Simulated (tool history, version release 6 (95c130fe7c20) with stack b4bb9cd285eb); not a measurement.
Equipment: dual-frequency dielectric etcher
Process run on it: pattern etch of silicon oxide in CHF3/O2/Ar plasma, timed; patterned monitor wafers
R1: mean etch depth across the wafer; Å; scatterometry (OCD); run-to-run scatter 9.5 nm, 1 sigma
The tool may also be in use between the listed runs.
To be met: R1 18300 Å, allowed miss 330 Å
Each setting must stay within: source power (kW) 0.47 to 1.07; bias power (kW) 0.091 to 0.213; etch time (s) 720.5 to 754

run 1 hour=0 | source_power_(kW)=0.77 bias_power_(kW)=0.152 etch_time_(s)=720.5 | R1=16172
run 2 hour=1 | source_power_(kW)=0.84 bias_power_(kW)=0.155 etch_time_(s)=721 | R1=16750
run 3 hour=9.8 | source_power_(kW)=0.9 bias_power_(kW)=0.158 etch_time_(s)=721.5 | R1=17241
run 4 hour=10.7 | source_power_(kW)=0.81 bias_power_(kW)=0.158 etch_time_(s)=721.5 | R1=16583
run 5 hour=16.3 | source_power_(kW)=0.91 bias_power_(kW)=0.158 etch_time_(s)=721.5 | R1=17202
run 6 hour=19.3 | source_power_(kW)=0.8 bias_power_(kW)=0.158 etch_time_(s)=721.5 | R1=16443
run 7 hour=27.5 | source_power_(kW)=0.87 bias_power_(kW)=0.162 etch_time_(s)=722.5 | R1=17097
run 8 hour=29.9 | source_power_(kW)=0.91 bias_power_(kW)=0.165 etch_time_(s)=723 | R1=17625
run 9 hour=35 | source_power_(kW)=0.93 bias_power_(kW)=0.166 etch_time_(s)=723 | R1=17665
run 10 hour=40.1 | source_power_(kW)=0.95 bias_power_(kW)=0.167 etch_time_(s)=723.5 | R1=17910
run 11 hour=41.7 | source_power_(kW)=0.95 bias_power_(kW)=0.167 etch_time_(s)=723.5 | R1=17810

5 candidate next runs follow, results not yet known. Just one meets every target within its allowed miss. Identify it.
run A hour=43.3 | source_power_(kW)=0.94 bias_power_(kW)=0.16 etch_time_(s)=720.5 | R1=?
run B hour=43.3 | source_power_(kW)=0.95 bias_power_(kW)=0.149 etch_time_(s)=738 | R1=?
run C hour=43.3 | source_power_(kW)=1.07 bias_power_(kW)=0.144 etch_time_(s)=720.5 | R1=?
run D hour=43.3 | source_power_(kW)=1.01 bias_power_(kW)=0.145 etch_time_(s)=727.5 | R1=?
run E hour=43.3 | source_power_(kW)=0.97 bias_power_(kW)=0.153 etch_time_(s)=752 | R1=?

move=A R1=17559
move=B R1=17614
move=C R1=17712
move=D R1=17570
move=E R1=18241
A: moves away from the targets compared with the last run
B: moves away from the targets compared with the last run
C: moves away from the targets compared with the last run
D: moves away from the targets compared with the last run
E: all results land within tolerance of their targets
The right move is E.
